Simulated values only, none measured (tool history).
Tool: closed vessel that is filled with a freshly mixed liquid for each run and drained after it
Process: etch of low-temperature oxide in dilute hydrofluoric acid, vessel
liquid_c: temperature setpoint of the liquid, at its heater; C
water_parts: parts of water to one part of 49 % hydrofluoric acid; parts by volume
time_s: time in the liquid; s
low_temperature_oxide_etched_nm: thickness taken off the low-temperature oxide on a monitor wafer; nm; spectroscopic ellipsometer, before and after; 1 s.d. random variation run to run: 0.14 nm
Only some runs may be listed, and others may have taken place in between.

run  hour  liquid_c  water_parts  time_s  low_temperature_oxide_etched_nm
  1     0        20          155     160                           26.863
  2   3.9      21.5          155     160                           28.328
  3   6.5        21          155     160                           28.176
  4  14.2        21          155     170                           29.557
  5  21.2      20.5          155     170                            29.19
  6  24.2        20          155     170                           28.459
  7  29.3      19.5          155     170                           27.942
  8  33.4      19.5          155     170                            28.04
  9  41.5        19          155     170                           27.348
 10  50.4        18          160     170                           25.452

What does the tool deliver on the next run?
 11  59.4      17.5          160     170                                ?

Logged for run 11: low_temperature_oxide_etched_nm 25.118 nm.
